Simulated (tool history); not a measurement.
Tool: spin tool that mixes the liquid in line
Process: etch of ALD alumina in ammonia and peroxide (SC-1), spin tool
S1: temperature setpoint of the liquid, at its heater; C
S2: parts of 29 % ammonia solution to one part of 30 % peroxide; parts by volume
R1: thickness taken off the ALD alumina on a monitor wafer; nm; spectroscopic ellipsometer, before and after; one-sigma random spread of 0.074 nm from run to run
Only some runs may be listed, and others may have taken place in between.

{"run": 1, "day": 0.0, "S1": 57.0, "S2": 0.6, "time under the liquid (s)": 85, "R1": 6.5759}
{"run": 2, "day": 0.229, "S1": 57.5, "S2": 0.6, "time under the liquid (s)": 85, "R1": 6.7214}
{"run": 3, "day": 0.575, "S1": 58.0, "S2": 0.6, "time under the liquid (s)": 85, "R1": 6.8598}
{"run": 4, "day": 0.612, "S1": 58.0, "S2": 0.5, "time under the liquid (s)": 85, "R1": 6.7151}
{"run": 5, "day": 0.779, "S1": 58.5, "S2": 0.5, "time under the liquid (s)": 85, "R1": 6.9154}
{"run": 6, "day": 0.992, "S1": 58.5, "S2": 0.5, "time under the liquid (s)": 85, "R1": 6.8905}
{"run": 7, "day": 1.167, "S1": 59.0, "S2": 0.5, "time under the liquid (s)": 85, "R1": 7.0675}
{"run": 8, "day": 1.412, "S1": 59.0, "S2": 0.5, "time under the liquid (s)": 85, "R1": 7.0855}
{"run": 9, "day": 1.517, "S1": 59.5, "S2": 0.5, "time under the liquid (s)": 85, "R1": 7.2857}
{"run": 10, "day": 1.879, "S1": 60.0, "S2": 0.5, "time under the liquid (s)": 85, "R1": 7.3811}

Expected results for the next run?
{"run": 11, "day": 1.904, "S1": 60.5, "S2": 0.5, "time under the liquid (s)": 85, "R1": "?"}

Run 11 came out at R1 7.7338 nm.
